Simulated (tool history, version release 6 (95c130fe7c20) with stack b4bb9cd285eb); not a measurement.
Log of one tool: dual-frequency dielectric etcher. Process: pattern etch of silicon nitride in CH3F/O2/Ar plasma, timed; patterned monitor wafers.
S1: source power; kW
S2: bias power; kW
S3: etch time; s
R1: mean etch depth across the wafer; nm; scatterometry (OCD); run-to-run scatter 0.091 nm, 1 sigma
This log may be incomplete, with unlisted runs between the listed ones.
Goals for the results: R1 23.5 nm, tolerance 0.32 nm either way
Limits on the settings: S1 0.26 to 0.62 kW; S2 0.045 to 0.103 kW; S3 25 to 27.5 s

{"run": 1, "hour": 0.0, "S1": 0.44, "S2": 0.074, "S3": 27.5, "R1": 21.254}
{"run": 2, "hour": 5.7, "S1": 0.46, "S2": 0.074, "S3": 27.5, "R1": 21.627}
{"run": 3, "hour": 8.9, "S1": 0.48, "S2": 0.074, "S3": 27.5, "R1": 22.206}
{"run": 4, "hour": 10.5, "S1": 0.49, "S2": 0.074, "S3": 27.5, "R1": 22.086}
{"run": 5, "hour": 15.8, "S1": 0.42, "S2": 0.074, "S3": 27.5, "R1": 21.024}
{"run": 6, "hour": 19.3, "S1": 0.44, "S2": 0.074, "S3": 27.5, "R1": 21.297}
{"run": 7, "hour": 20.3, "S1": 0.46, "S2": 0.074, "S3": 27.5, "R1": 21.561}
{"run": 8, "hour": 24.4, "S1": 0.48, "S2": 0.074, "S3": 27.5, "R1": 22.018}

Which one of the following 5 next-run settings gets every result inside its allowed miss? There is exactly one.
{"run": "A", "hour": 28.5, "S1": 0.52, "S2": 0.063, "S3": 26.5, "R1": "?"}
{"run": "B", "hour": 28.5, "S1": 0.44, "S2": 0.075, "S3": 26, "R1": "?"}
{"run": "C", "hour": 28.5, "S1": 0.57, "S2": 0.101, "S3": 25, "R1": "?"}
{"run": "D", "hour": 28.5, "S1": 0.49, "S2": 0.083, "S3": 27.5, "R1": "?"}
{"run": "E", "hour": 28.5, "S1": 0.53, "S2": 0.079, "S3": 27, "R1": "?"}

move=A R1=20.829
move=B R1=20.208
move=C R1=23.522
move=D R1=22.963
move=E R1=22.864
A: further off than the last run
B: further off than the last run
C: in spec on every target
D: gains on the last run, yet a result remains outside its allowed miss
E: gains on the last run, yet a result remains outside its allowed miss
Answer: C
